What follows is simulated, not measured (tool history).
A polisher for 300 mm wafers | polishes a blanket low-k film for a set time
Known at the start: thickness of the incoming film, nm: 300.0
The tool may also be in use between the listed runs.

run,hour,flow of slurry (ml/min),pressure of the wafer on the pad (psi),speed of the pad under the wafer (m/s),abrasive content of the slurry,polishing time (s),film removed (nm)
1,0,230,1.3,1.2,1,60,15.343
2,7.2,285,1.3,1.2,1,60,15.852
3,16,285,1.3,1.2,1.1,60,16.58
4,19.2,285,1.3,1.2,1.3,60,17.993
5,22.2,255,1.3,1.2,1.3,60,18.204
6,24.6,255,1.3,1.2,1.5,60,18.786
7,30.9,255,1.2,1.2,1.5,60,17.309
8,34.2,255,1.1,1.2,1.5,60,16.166
9,40.3,255,1.1,1.2,1.5,60,16.276

Forecast run 10:
10,46.5,255,1,1.2,1.5,60,?

{"run 10": {"film removed (nm)": 14.694}}
